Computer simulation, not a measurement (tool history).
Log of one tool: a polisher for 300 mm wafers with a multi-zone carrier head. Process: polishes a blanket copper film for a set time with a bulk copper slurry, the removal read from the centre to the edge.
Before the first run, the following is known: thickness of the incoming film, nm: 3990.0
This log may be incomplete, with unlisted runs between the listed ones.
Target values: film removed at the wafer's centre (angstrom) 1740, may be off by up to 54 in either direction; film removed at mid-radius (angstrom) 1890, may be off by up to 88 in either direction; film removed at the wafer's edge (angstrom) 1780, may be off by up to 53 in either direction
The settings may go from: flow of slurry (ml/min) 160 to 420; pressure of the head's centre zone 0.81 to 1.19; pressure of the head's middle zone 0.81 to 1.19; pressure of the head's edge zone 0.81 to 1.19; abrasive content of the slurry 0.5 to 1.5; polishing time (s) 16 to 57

run,hour,flow of slurry (ml/min),pressure of the head's centre zone,pressure of the head's middle zone,pressure of the head's edge zone,abrasive content of the slurry,polishing time (s),film removed at the wafer's centre (angstrom),film removed at mid-radius (angstrom),film removed at the wafer's edge (angstrom)
1,0,270,1,1,1,1,36,3812.4,3825.7,3814.1
2,3,270,1,1,1,1,45,4828.1,4959.1,4726.4
3,7.2,270,1,1,1,1.2,45,4952.8,5053.5,4894
4,8.4,270,1,1.07,1,1.2,45,4937.8,5391.5,4833.8
5,9.4,330,1,1.07,1,1.2,45,5061.6,5353.4,4925.3
6,12.7,270,1,1.07,1,1.2,45,5061.3,5298.1,4872.1
7,15.4,255,0.98,1.05,0.97,1.1,40,4218.6,4390,4206.7
8,21.5,240,0.96,1.07,0.95,1,36,3676.5,3993.9,3677.7
9,28.9,230,0.94,1.06,0.93,0.9,33,3185.5,3463.8,3206.6
10,36.8,230,0.93,1.06,0.92,0.85,30,2839.1,3161.5,2887.4
11,37.4,230,0.93,1.05,0.91,0.8,28,2590.6,2924.3,2652.2
12,45.9,225,0.93,1.03,0.9,0.75,27,2404.1,2771.3,2519.3
13,46.9,225,0.95,1.01,0.89,0.7,26,2404.5,2504.2,2327.5
14,54.4,225,0.94,1,0.88,0.65,25,2231.9,2430.2,2181.6
15,55.7,220,0.93,0.97,0.87,0.65,25,2193.4,2328.4,2225.8
16,64.7,225,0.91,0.98,0.85,0.5,17,1348.4,1527.9,1410.6
17,71.1,225,0.92,1,0.89,0.55,17,1406.7,1565.1,1435.7
18,73.3,255,0.89,1.04,0.99,0.8,20,1766.1,2091.9,1968
19,76.1,255,0.9,1.03,0.98,0.75,20,1784.3,2050.5,1917.2

Which one of the following 4 next-run settings gets every result inside its allowed miss? There is exactly one.
A,78.9,255,0.92,1,0.94,0.75,21,?,?,?
B,78.9,350,1.04,0.92,1.06,0.7,18,?,?,?
C,78.9,195,0.94,1.19,0.9,0.75,19,?,?,?
D,78.9,275,0.96,1.05,1.02,0.65,19,?,?,?

move,film removed at the wafer's centre (angstrom),film removed at mid-radius (angstrom),film removed at the wafer's edge (angstrom)
A,1907.1,2082.2,1992.2
B,1864.9,1704.7,1796.3
C,1724.2,2063.6,1741.1
D,1752.5,1888.1,1807.6
A: its largest miss is bigger than the last run's
B: gets the furthest-off result to its target, but another result is out of tolerance
C: gets the furthest-off result to its target, but another result is out of tolerance
D: all results land within tolerance of their targets
The right move is D.
